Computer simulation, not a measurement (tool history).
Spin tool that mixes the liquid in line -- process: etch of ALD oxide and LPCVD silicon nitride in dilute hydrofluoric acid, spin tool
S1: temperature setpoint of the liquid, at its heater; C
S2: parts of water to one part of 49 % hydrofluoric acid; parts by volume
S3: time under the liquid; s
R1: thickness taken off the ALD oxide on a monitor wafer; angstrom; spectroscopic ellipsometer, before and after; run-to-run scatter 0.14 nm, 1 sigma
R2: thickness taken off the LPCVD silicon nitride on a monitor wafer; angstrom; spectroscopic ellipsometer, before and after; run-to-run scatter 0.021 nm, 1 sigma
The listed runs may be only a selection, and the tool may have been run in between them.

run    day    S1  S2  S3      R1      R2
  1      0    21  85  85   283.8  3.6429
  2  0.321    24  85  85  320.43  4.8922
  3  0.683  23.5  90  85  290.17  5.0632
  4   1.05    25  90  85  317.93  4.4986
  5  1.338    24  95  85   284.8   5.117
  6  1.675    23  95  85  271.41  4.0612

Run 7 comes next. What will it give?
  7  1.767  22.5  100  85   ?   ?

{"run 7": {"R1": 254.67, "R2": 3.9036}}
